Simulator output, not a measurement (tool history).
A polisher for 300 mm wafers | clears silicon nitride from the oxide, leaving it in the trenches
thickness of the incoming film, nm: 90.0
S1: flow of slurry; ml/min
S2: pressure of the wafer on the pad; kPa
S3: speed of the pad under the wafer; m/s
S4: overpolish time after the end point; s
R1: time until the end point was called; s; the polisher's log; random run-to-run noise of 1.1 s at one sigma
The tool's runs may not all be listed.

Run 1, hour 0: S1 285 ml/min, S2 18.6 kPa, S3 1.02 m/s, S4 6 s. Result: R1 115.57 s.
Run 2, hour 3.6: S1 285 ml/min, S2 18.6 kPa, S3 1.02 m/s, S4 6 s. Result: R1 114.26 s.
Run 3, hour 7.9: S1 285 ml/min, S2 18.6 kPa, S3 1.02 m/s, S4 5 s. Result: R1 111.62 s.
Run 4, hour 14.5: S1 285 ml/min, S2 19.3 kPa, S3 1.02 m/s, S4 5 s. Result: R1 111.17 s.
Run 5, hour 15.5: S1 345 ml/min, S2 19.3 kPa, S3 1.02 m/s, S4 5 s. Result: R1 107.33 s.
Run 6, hour 23.2: S1 380 ml/min, S2 19.3 kPa, S3 1.02 m/s, S4 5 s. Result: R1 107.99 s.

What does the tool deliver on the next run?
Run 7, hour 27: S1 380 ml/min, S2 20 kPa, S3 1.02 m/s, S4 5 s. Result: R1 ?.

Run 7 yielded R1 103.55 s.
